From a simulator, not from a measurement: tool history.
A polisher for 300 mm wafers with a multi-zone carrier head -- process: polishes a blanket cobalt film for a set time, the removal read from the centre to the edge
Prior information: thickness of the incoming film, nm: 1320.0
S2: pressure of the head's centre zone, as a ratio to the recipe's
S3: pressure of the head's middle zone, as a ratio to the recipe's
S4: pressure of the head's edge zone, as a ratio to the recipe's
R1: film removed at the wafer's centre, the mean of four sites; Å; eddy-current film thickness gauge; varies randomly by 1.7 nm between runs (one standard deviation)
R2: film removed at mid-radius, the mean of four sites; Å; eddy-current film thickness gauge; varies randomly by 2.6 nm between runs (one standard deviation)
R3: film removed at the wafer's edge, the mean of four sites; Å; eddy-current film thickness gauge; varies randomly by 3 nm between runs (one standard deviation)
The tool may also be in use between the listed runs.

run 1 hour=0 | flow_of_slurry_(ml/min)=150 S2=1 S3=1 S4=1 polishing_time_(s)=62 | R1=3029.4 R2=2842.8 R3=2776.2
run 2 hour=2.2 | flow_of_slurry_(ml/min)=145 S2=0.97 S3=1 S4=1.04 polishing_time_(s)=63 | R1=3006.3 R2=2887.5 R3=2881.6
run 3 hour=5 | flow_of_slurry_(ml/min)=140 S2=0.94 S3=1 S4=1.07 polishing_time_(s)=64 | R1=2938.3 R2=2911.4 R3=2955.3
run 4 hour=8 | flow_of_slurry_(ml/min)=140 S2=0.92 S3=1 S4=1.1 polishing_time_(s)=65 | R1=2937.6 R2=2958.4 R3=3072.5
run 5 hour=15.8 | flow_of_slurry_(ml/min)=140 S2=0.92 S3=1 S4=1.06 polishing_time_(s)=65 | R1=2917 R2=2968.8 R3=3028.1
run 6 hour=21.2 | flow_of_slurry_(ml/min)=140 S2=0.92 S3=1.07 S4=1.06 polishing_time_(s)=65 | R1=2924.1 R2=3045.6 R3=3016.4

Run 7, settings as shown, results not yet in. Your forecast:
run 7 hour=26.4 | flow_of_slurry_(ml/min)=135 S2=0.9 S3=1.06 S4=1.09 polishing_time_(s)=65 | R1=? R2=? R3=?

{"run 7": {"R1": 2828.8, "R2": 3059.7, "R3": 3014.6}}
